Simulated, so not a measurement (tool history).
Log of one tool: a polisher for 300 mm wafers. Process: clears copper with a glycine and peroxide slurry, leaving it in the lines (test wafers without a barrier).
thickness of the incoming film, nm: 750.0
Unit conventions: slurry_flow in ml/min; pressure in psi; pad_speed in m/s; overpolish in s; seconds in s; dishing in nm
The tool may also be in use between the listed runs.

{"run": 1, "hour": 0.0, "slurry_flow": 240, "pressure": 3.1, "pad_speed": 0.94, "overpolish": 30, "seconds": 115.55, "dishing": 85.014}
{"run": 2, "hour": 0.8, "slurry_flow": 245, "pressure": 3.5, "pad_speed": 0.94, "overpolish": 28, "seconds": 108.24, "dishing": 88.503}
{"run": 3, "hour": 5.3, "slurry_flow": 245, "pressure": 3.9, "pad_speed": 0.98, "overpolish": 25, "seconds": 98.135, "dishing": 85.46}
{"run": 4, "hour": 7.8, "slurry_flow": 250, "pressure": 4.2, "pad_speed": 1.02, "overpolish": 26, "seconds": 92.493, "dishing": 91.934}
{"run": 5, "hour": 9.8, "slurry_flow": 250, "pressure": 4.7, "pad_speed": 1.02, "overpolish": 26, "seconds": 86.246, "dishing": 96.734}
{"run": 6, "hour": 12.2, "slurry_flow": 250, "pressure": 4.7, "pad_speed": 1.02, "overpolish": 30, "seconds": 86.312, "dishing": 101.96}
{"run": 7, "hour": 20.3, "slurry_flow": 250, "pressure": 4.8, "pad_speed": 1.06, "overpolish": 29, "seconds": 82.389, "dishing": 101.25}
{"run": 8, "hour": 22.9, "slurry_flow": 250, "pressure": 4.8, "pad_speed": 1.1, "overpolish": 29, "seconds": 77.933, "dishing": 102.08}

Forecast run 9:
{"run": 9, "hour": 25.5, "slurry_flow": 250, "pressure": 4.8, "pad_speed": 1.12, "overpolish": 29, "seconds": "?", "dishing": "?"}

seconds: 77.978 s
dishing: 100.270 nm

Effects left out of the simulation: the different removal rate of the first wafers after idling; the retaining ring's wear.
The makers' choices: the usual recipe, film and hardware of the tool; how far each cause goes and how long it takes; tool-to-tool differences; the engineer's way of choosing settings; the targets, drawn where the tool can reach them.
